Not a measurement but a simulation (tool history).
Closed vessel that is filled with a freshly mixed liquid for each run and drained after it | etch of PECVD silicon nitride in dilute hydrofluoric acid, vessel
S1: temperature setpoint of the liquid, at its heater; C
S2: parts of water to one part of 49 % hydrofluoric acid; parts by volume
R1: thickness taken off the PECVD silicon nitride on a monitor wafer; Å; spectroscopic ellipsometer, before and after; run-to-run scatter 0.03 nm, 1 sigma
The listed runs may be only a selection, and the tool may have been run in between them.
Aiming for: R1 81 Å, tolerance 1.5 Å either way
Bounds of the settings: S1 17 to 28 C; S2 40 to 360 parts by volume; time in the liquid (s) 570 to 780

{"run": 1, "hour": 0.0, "S1": 20, "S2": 200, "time in the liquid (s)": 780, "R1": 59.831}
{"run": 2, "hour": 4.6, "S1": 20.5, "S2": 200, "time in the liquid (s)": 780, "R1": 62.051}
{"run": 3, "hour": 7.4, "S1": 21, "S2": 200, "time in the liquid (s)": 780, "R1": 64.094}
{"run": 4, "hour": 10.5, "S1": 23, "S2": 200, "time in the liquid (s)": 780, "R1": 73.297}
{"run": 5, "hour": 18.2, "S1": 19.5, "S2": 200, "time in the liquid (s)": 780, "R1": 58.071}
{"run": 6, "hour": 21.8, "S1": 20.5, "S2": 200, "time in the liquid (s)": 780, "R1": 61.771}
{"hour": 29.5, "done": "thermometer replaced"}
{"run": 7, "hour": 29.5, "S1": 24.5, "S2": 200, "time in the liquid (s)": 780, "R1": 93.506}
{"run": 8, "hour": 37.9, "S1": 23, "S2": 200, "time in the liquid (s)": 780, "R1": 85.045}
{"run": 9, "hour": 41.1, "S1": 22.5, "S2": 200, "time in the liquid (s)": 780, "R1": 82.717}

5 next moves are on the table. One of them brings every result within its allowed miss. Which?
{"run": "A", "hour": 44.3, "S1": 23, "S2": 185, "time in the liquid (s)": 685, "R1": "?"}
{"run": "B", "hour": 44.3, "S1": 22, "S2": 160, "time in the liquid (s)": 660, "R1": "?"}
{"run": "C", "hour": 44.3, "S1": 19.5, "S2": 155, "time in the liquid (s)": 765, "R1": "?"}
{"run": "D", "hour": 44.3, "S1": 26, "S2": 230, "time in the liquid (s)": 745, "R1": "?"}
{"run": "E", "hour": 44.3, "S1": 24, "S2": 215, "time in the liquid (s)": 780, "R1": "?"}

move=A R1=80.174
move=B R1=83.511
move=C R1=84.619
move=D R1=84.807
move=E R1=83.863
A: all results in spec
B: lands further from the targets than the last run did
C: lands further from the targets than the last run did
D: lands further from the targets than the last run did
E: lands further from the targets than the last run did
Go with A: it meets all targets.

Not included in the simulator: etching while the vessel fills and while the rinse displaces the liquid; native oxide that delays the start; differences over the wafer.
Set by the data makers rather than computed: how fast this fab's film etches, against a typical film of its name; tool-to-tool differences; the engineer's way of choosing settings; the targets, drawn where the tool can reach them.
